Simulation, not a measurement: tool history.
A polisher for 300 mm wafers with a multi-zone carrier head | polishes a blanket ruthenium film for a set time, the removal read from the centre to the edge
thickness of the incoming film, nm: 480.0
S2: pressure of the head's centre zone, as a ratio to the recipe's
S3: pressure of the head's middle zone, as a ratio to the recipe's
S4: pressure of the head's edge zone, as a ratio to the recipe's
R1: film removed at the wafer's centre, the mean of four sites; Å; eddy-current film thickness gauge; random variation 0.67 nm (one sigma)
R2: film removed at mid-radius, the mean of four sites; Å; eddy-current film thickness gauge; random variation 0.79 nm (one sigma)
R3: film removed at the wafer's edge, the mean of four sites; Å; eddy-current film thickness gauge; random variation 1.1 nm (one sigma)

{"run": 1, "day": 0.0, "flow of slurry (ml/min)": 215, "S2": 1, "S3": 1, "S4": 1, "polishing time (s)": 58, "R1": 612.7, "R2": 607.55, "R3": 601.9}
{"run": 2, "day": 0.15, "flow of slurry (ml/min)": 215, "S2": 1, "S3": 1, "S4": 1, "polishing time (s)": 69, "R1": 719.53, "R2": 719.96, "R3": 692.38}
{"run": 3, "day": 0.246, "flow of slurry (ml/min)": 240, "S2": 1, "S3": 1, "S4": 1, "polishing time (s)": 69, "R1": 741.45, "R2": 733.24, "R3": 699.12}
{"run": 4, "day": 0.588, "flow of slurry (ml/min)": 245, "S2": 1, "S3": 0.99, "S4": 1.04, "polishing time (s)": 70, "R1": 749.81, "R2": 742.27, "R3": 714.87}
{"run": 5, "day": 0.875, "flow of slurry (ml/min)": 215, "S2": 1, "S3": 0.99, "S4": 1.04, "polishing time (s)": 70, "R1": 738.23, "R2": 719.61, "R3": 714.2}
{"run": 6, "day": 0.938, "flow of slurry (ml/min)": 215, "S2": 1, "S3": 0.99, "S4": 1.04, "polishing time (s)": 60, "R1": 633.32, "R2": 633.95, "R3": 616.31}
{"run": 7, "day": 1.175, "flow of slurry (ml/min)": 195, "S2": 1, "S3": 0.98, "S4": 1.05, "polishing time (s)": 65, "R1": 672.52, "R2": 661.23, "R3": 656.63}
{"run": 8, "day": 1.3, "flow of slurry (ml/min)": 195, "S2": 1, "S3": 0.97, "S4": 1.08, "polishing time (s)": 68, "R1": 698.42, "R2": 683.32, "R3": 686.22}
{"day": 1.454, "done": "edge zone pressure recalibrated"}
{"run": 9, "day": 1.454, "flow of slurry (ml/min)": 200, "S2": 1, "S3": 0.96, "S4": 1.1, "polishing time (s)": 70, "R1": 740.19, "R2": 703.14, "R3": 757.83}

Forecast run 10:
{"run": 10, "day": 1.617, "flow of slurry (ml/min)": 210, "S2": 1.01, "S3": 0.97, "S4": 1.1, "polishing time (s)": 70, "R1": "?", "R2": "?", "R3": "?"}

Run 10 gave R1 743.62 Å, R2 705.93 Å, R3 763.17 Å.
